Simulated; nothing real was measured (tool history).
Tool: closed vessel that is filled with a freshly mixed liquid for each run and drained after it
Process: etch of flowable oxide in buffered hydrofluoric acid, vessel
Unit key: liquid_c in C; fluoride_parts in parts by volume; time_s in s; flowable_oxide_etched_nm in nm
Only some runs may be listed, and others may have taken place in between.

{"run": 1, "hour": 0.0, "liquid_c": 25.0, "fluoride_parts": 11.5, "time_s": 30, "flowable_oxide_etched_nm": 115.03}
{"run": 2, "hour": 4.2, "liquid_c": 23.5, "fluoride_parts": 11.5, "time_s": 30, "flowable_oxide_etched_nm": 105.78}
{"run": 3, "hour": 7.5, "liquid_c": 25.5, "fluoride_parts": 11.5, "time_s": 30, "flowable_oxide_etched_nm": 119.19}
{"run": 4, "hour": 9.2, "liquid_c": 24.0, "fluoride_parts": 11.5, "time_s": 30, "flowable_oxide_etched_nm": 108.94}
{"run": 5, "hour": 13.3, "liquid_c": 23.0, "fluoride_parts": 11.5, "time_s": 30, "flowable_oxide_etched_nm": 103.67}
{"run": 6, "hour": 17.3, "liquid_c": 22.0, "fluoride_parts": 11.5, "time_s": 30, "flowable_oxide_etched_nm": 96.666}
{"run": 7, "hour": 25.7, "liquid_c": 21.5, "fluoride_parts": 11.5, "time_s": 30, "flowable_oxide_etched_nm": 95.669}

What does the tool deliver on the next run?
{"run": 8, "hour": 27.9, "liquid_c": 21.0, "fluoride_parts": 11.5, "time_s": 30, "flowable_oxide_etched_nm": "?"}

{"run 8": {"flowable_oxide_etched_nm": 93.057}}
